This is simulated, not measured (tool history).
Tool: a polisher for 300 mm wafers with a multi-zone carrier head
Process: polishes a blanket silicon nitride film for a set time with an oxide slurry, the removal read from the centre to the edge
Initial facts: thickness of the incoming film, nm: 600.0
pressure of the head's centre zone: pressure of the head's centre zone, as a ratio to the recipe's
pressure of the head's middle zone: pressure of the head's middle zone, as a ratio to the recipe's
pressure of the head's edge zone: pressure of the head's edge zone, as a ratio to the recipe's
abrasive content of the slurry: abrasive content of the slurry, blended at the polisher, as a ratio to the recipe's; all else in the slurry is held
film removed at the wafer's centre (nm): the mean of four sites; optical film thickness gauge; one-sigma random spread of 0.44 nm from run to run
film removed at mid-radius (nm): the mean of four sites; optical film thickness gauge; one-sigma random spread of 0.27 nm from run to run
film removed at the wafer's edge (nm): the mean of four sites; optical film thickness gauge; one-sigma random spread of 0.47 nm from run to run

| run | day | flow of slurry (ml/min) | pressure of the head's centre zone | pressure of the head's middle zone | pressure of the head's edge zone | abrasive content of the slurry | polishing time (s) | film removed at the wafer's centre (nm) | film removed at mid-radius (nm) | film removed at the wafer's edge (nm) |
|---|---|---|---|---|---|---|---|---|---|---|
| 1 | 0.000 | 260 | 1.00 | 1.00 | 1.00 | 1.00 | 68 | 46.889 | 45.535 | 46.258 |
| 2 | 0.142 | 260 | 1.00 | 1.00 | 1.07 | 1.00 | 68 | 46.350 | 45.546 | 48.460 |
| 3 | 0.233 | 285 | 1.00 | 1.00 | 1.07 | 1.00 | 68 | 47.524 | 46.418 | 48.770 |
| 4 | 0.525 | 270 | 0.97 | 0.98 | 1.03 | 0.95 | 68 | 44.578 | 44.525 | 47.174 |
| 5 | 0.775 | 270 | 0.97 | 1.06 | 1.03 | 0.95 | 68 | 44.752 | 47.642 | 46.249 |
| 6 | 0.804 | 270 | 0.97 | 1.06 | 1.07 | 0.95 | 68 | 45.200 | 47.508 | 47.093 |
| 7 | 0.842 | 260 | 0.95 | 1.03 | 1.04 | 0.90 | 68 | 43.237 | 45.078 | 47.229 |

Run 8 has not been measured yet. What should we expect?
| 8 | 1.142 | 260 | 0.94 | 1.02 | 1.01 | 0.85 | 67 | ? | ? | ? |

Run 8 came out at film removed at the wafer's centre (nm) 41.198, film removed at mid-radius (nm) 43.099, film removed at the wafer's edge (nm) 44.535.

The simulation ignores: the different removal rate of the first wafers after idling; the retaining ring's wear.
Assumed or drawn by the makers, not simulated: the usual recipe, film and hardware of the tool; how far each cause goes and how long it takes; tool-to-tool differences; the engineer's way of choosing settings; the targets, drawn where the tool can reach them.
